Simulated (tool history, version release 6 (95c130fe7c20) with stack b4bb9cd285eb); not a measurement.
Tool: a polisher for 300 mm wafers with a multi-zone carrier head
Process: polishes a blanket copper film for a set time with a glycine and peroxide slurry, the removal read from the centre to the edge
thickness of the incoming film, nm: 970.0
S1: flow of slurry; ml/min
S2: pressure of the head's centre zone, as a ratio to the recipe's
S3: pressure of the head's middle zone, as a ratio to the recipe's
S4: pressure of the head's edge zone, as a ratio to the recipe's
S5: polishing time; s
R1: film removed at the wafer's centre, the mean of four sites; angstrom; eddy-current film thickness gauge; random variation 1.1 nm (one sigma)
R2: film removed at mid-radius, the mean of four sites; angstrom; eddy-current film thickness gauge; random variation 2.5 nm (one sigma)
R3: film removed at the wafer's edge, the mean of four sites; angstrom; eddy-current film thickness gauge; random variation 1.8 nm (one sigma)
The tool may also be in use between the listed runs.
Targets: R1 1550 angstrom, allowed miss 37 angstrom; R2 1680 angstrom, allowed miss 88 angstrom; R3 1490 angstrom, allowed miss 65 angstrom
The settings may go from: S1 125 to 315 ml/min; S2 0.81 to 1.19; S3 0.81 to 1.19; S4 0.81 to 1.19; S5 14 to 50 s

| run | hour | S1 | S2 | S3 | S4 | S5 | R1 | R2 | R3 |
|---|---|---|---|---|---|---|---|---|---|
| 1 | 0 | 205 | 1 | 1 | 1 | 32 | 2571.2 | 2610.2 | 2624 |
| 2 | 0.8 | 205 | 1 | 1 | 1.04 | 32 | 2597.3 | 2572.3 | 2722.4 |
| 3 | 4.5 | 205 | 0.99 | 0.99 | 1 | 29 | 2328.5 | 2360.9 | 2403 |
| 4 | 12.7 | 205 | 0.99 | 0.99 | 1 | 24 | 1923.5 | 1878.1 | 1965.2 |
|  | 18.9 | slurry nozzle cleaned |
| 5 | 18.9 | 205 | 0.98 | 1 | 0.97 | 23 | 1895.9 | 1876.1 | 1905.9 |
| 6 | 21.6 | 200 | 0.97 | 1.01 | 0.94 | 22 | 1796.1 | 1834.1 | 1823 |
| 7 | 23.1 | 200 | 0.97 | 1.02 | 0.92 | 21 | 1720.4 | 1801.7 | 1674.1 |
| 8 | 30.1 | 195 | 0.96 | 1.02 | 0.9 | 21 | 1683.2 | 1730.4 | 1699.3 |
| 9 | 31.4 | 190 | 0.96 | 1.03 | 0.89 | 21 | 1701.5 | 1795.9 | 1679.4 |
| 10 | 36.2 | 165 | 0.93 | 1.01 | 0.81 | 19 | 1475.4 | 1501.9 | 1435.9 |
| 11 | 39.3 | 175 | 0.93 | 1.02 | 0.81 | 19 | 1471.7 | 1587.7 | 1442.9 |
| 12 | 41.1 | 180 | 0.93 | 1.02 | 0.81 | 19 | 1474.6 | 1565.4 | 1468.8 |
| 13 | 45.4 | 185 | 0.94 | 1.03 | 0.81 | 19 | 1487.2 | 1579.1 | 1490.7 |
| 14 | 49.9 | 210 | 1.01 | 1.13 | 0.81 | 18 | 1530.1 | 1638.2 | 1409.9 |
| 15 | 52.6 | 215 | 1.01 | 1.13 | 0.82 | 18 | 1538.7 | 1720 | 1418 |
| 16 | 54.6 | 215 | 1.01 | 1.12 | 0.83 | 18 | 1537.4 | 1633 | 1415.1 |
| 17 | 56 | 215 | 1.01 | 1.12 | 0.84 | 18 | 1540.6 | 1642.6 | 1414.3 |

5 next moves are on the table. One of them brings every result within its allowed miss. Which?
| A | 57.4 | 260 | 0.98 | 1.1 | 0.88 | 18 | ? | ? | ? |
| B | 57.4 | 225 | 1.17 | 1.19 | 0.81 | 17 | ? | ? | ? |
| C | 57.4 | 190 | 1.02 | 1.05 | 0.87 | 18 | ? | ? | ? |
| D | 57.4 | 150 | 1.15 | 1.12 | 0.81 | 17 | ? | ? | ? |
| E | 57.4 | 195 | 1.08 | 1.1 | 0.86 | 19 | ? | ? | ? |

| move | R1 | R2 | R3 |
|---|---|---|---|
| A | 1550.7 | 1677.6 | 1445.6 |
| B | 1644.8 | 1666.7 | 1301.2 |
| C | 1530.3 | 1551.5 | 1398.8 |
| D | 1521.2 | 1493.2 | 1248.1 |
| E | 1693.5 | 1709.7 | 1472.2 |
A: meets every target
B: further off than the last run
C: further off than the last run
D: further off than the last run
E: brings the result that was furthest off to its target, and leaves another outside
The right move is A.
